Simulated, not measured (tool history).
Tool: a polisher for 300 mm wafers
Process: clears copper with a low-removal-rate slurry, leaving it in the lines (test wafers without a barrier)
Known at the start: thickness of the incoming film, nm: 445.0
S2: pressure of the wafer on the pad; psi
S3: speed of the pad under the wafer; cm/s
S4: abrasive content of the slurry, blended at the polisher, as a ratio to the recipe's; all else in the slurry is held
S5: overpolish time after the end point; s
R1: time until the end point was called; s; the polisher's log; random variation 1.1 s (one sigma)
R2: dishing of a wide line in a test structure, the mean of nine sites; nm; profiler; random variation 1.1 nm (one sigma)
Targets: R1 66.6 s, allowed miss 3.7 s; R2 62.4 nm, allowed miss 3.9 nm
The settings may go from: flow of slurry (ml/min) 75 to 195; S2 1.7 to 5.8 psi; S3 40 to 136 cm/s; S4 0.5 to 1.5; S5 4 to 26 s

{"run": 1, "hour": 0.0, "flow of slurry (ml/min)": 125, "S2": 3.7, "S3": 88, "S4": 1, "S5": 13, "R1": 123.64, "R2": 33.12}
{"run": 2, "hour": 5.6, "flow of slurry (ml/min)": 125, "S2": 3.3, "S3": 88, "S4": 1, "S5": 13, "R1": 135.11, "R2": 30.7}
{"run": 3, "hour": 13.0, "flow of slurry (ml/min)": 125, "S2": 3.3, "S3": 88, "S4": 1, "S5": 16, "R1": 138.14, "R2": 36.53}
{"run": 4, "hour": 21.4, "flow of slurry (ml/min)": 130, "S2": 3.8, "S3": 90, "S4": 1, "S5": 16, "R1": 113.67, "R2": 41.712}
{"run": 5, "hour": 22.0, "flow of slurry (ml/min)": 135, "S2": 4.1, "S3": 90, "S4": 1, "S5": 16, "R1": 108.75, "R2": 43.295}
{"run": 6, "hour": 26.2, "flow of slurry (ml/min)": 145, "S2": 4.1, "S3": 90, "S4": 1, "S5": 16, "R1": 105.86, "R2": 44.408}
{"run": 7, "hour": 34.9, "flow of slurry (ml/min)": 170, "S2": 5.1, "S3": 92, "S4": 1, "S5": 15, "R1": 84.777, "R2": 53.489}
{"run": 8, "hour": 42.5, "flow of slurry (ml/min)": 170, "S2": 5.2, "S3": 94, "S4": 1, "S5": 15, "R1": 78.287, "R2": 52.955}
{"run": 9, "hour": 43.3, "flow of slurry (ml/min)": 170, "S2": 5.3, "S3": 94, "S4": 1, "S5": 15, "R1": 78.491, "R2": 53.761}
{"run": 10, "hour": 52.2, "flow of slurry (ml/min)": 170, "S2": 5.4, "S3": 94, "S4": 1, "S5": 15, "R1": 76.991, "R2": 55.058}

5 next moves are on the table. One of them brings every result within its allowed miss. Which?
{"run": "A", "hour": 61.1, "flow of slurry (ml/min)": 175, "S2": 5.8, "S3": 100, "S4": 1, "S5": 16, "R1": "?", "R2": "?"}
{"run": "B", "hour": 61.1, "flow of slurry (ml/min)": 195, "S2": 5.8, "S3": 88, "S4": 0.85, "S5": 18, "R1": "?", "R2": "?"}
{"run": "C", "hour": 61.1, "flow of slurry (ml/min)": 195, "S2": 5.8, "S3": 90, "S4": 0.85, "S5": 23, "R1": "?", "R2": "?"}
{"run": "D", "hour": 61.1, "flow of slurry (ml/min)": 165, "S2": 4.8, "S3": 92, "S4": 1.1, "S5": 15, "R1": "?", "R2": "?"}
{"run": "E", "hour": 61.1, "flow of slurry (ml/min)": 180, "S2": 5.2, "S3": 100, "S4": 0.75, "S5": 14, "R1": "?", "R2": "?"}

move=A R1=66.943 R2=61.159
move=B R1=76.347 R2=60.628
move=C R1=74.701 R2=71.105
move=D R1=86.909 R2=48.609
move=E R1=76.852 R2=50.69
A: meets every target
B: nearer than the last run, and not there yet
C: nearer than the last run, and not there yet
D: further off than the last run
E: further off than the last run
Move A is the one to make.
